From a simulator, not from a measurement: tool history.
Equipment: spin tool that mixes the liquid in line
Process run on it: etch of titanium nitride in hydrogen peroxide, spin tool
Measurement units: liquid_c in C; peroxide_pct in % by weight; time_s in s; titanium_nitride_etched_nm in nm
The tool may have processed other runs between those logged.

run,hour,liquid_c,peroxide_pct,time_s,titanium_nitride_etched_nm
1,0.0,47.0,23.5,300,5.8909
2,3.4,47.0,28.0,300,6.1644
3,5.8,49.0,28.0,300,7.1731
4,12.7,50.5,28.0,300,7.9340
5,19.9,51.5,28.0,300,8.5616
6,25.9,51.5,30.0,300,8.6827
7,33.0,52.5,30.0,300,9.2943
8,42.1,53.5,30.0,300,10.0350
9,50.4,54.0,30.0,300,10.4110
10,51.7,54.5,30.0,300,10.7530
11,53.4,55.0,30.0,300,11.0920
12,58.5,55.5,30.0,300,11.4900
13,64.3,56.0,30.0,300,11.9020
14,72.0,56.5,30.0,300,12.3800

What does the tool deliver on the next run?
15,80.5,57.0,30.0,300,?

Run 15 measured titanium_nitride_etched_nm 12.8570 nm.
